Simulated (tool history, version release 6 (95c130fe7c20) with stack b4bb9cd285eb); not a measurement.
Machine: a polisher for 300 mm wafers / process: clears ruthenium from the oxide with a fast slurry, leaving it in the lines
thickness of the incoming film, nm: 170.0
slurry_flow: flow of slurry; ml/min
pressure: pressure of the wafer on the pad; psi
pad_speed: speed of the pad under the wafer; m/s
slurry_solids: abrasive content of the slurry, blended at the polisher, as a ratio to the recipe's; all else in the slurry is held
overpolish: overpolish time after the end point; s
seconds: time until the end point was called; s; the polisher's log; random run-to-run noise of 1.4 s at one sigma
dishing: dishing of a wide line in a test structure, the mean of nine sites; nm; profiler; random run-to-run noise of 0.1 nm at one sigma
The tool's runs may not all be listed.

| run | hour | slurry_flow | pressure | pad_speed | slurry_solids | overpolish | seconds | dishing |
|---|---|---|---|---|---|---|---|---|
| 1 | 0 | 210 | 2.8 | 0.78 | 1 | 11 | 47.341 | 27.461 |
| 2 | 0.7 | 210 | 2.6 | 0.68 | 1 | 9 | 58.895 | 20.273 |
| 3 | 2.7 | 210 | 2.6 | 0.68 | 0.85 | 9 | 63.524 | 18.901 |
| 4 | 4.2 | 230 | 2.6 | 0.64 | 0.75 | 7 | 69.969 | 13.976 |
| 5 | 8.7 | 255 | 2.6 | 0.62 | 0.7 | 6 | 71.818 | 11.453 |
| 6 | 12.1 | 255 | 2.6 | 0.76 | 0.7 | 6 | 60.609 | 13.719 |
| 7 | 18.2 | 315 | 1.8 | 0.54 | 0.95 | 3 | 100.16 | 4.4477 |
|  | 23.9 | slurry nozzle cleaned |
| 8 | 23.9 | 290 | 1.9 | 0.54 | 1 | 3 | 91.528 | 4.9386 |
| 9 | 24.8 | 260 | 2 | 0.54 | 1 | 3 | 90.248 | 5.1548 |
| 10 | 31.9 | 255 | 2.1 | 0.54 | 0.95 | 3 | 86.988 | 5.1351 |
| 11 | 36.2 | 255 | 2.2 | 0.54 | 0.9 | 3 | 84.134 | 5.3375 |
| 12 | 42.3 | 255 | 2.3 | 0.56 | 0.85 | 3 | 80.01 | 5.5392 |
| 13 | 50 | 255 | 2.3 | 0.58 | 0.8 | 3 | 80.184 | 5.6544 |
| 14 | 52.1 | 240 | 2.5 | 0.6 | 0.65 | 7 | 79.447 | 12.033 |
| 15 | 60.7 | 245 | 2.4 | 0.6 | 0.75 | 7 | 80.131 | 12.826 |
| 16 | 63.2 | 245 | 2.3 | 0.58 | 0.9 | 7 | 74.427 | 12.912 |
| 17 | 65.7 | 240 | 1.5 | 0.36 | 1.15 | 3 | 162.69 | 2.8231 |
| 18 | 68.2 | 230 | 1.9 | 0.36 | 1.1 | 3 | 128.9 | 3.4286 |
| 19 | 76.8 | 230 | 1.9 | 0.36 | 1.1 | 3 | 133.31 | 3.5129 |
| 20 | 77.7 | 225 | 2.2 | 0.36 | 1.05 | 3 | 116.26 | 3.8606 |
| 21 | 82 | 215 | 2.5 | 0.36 | 1 | 3 | 104.47 | 4.2038 |

The next listed run, before its measurement:
| 22 | 87.3 | 205 | 2.7 | 0.38 | 0.95 | 3 | ? | ? |

{"run 22": {"seconds": 96.394, "dishing": 4.6312}}
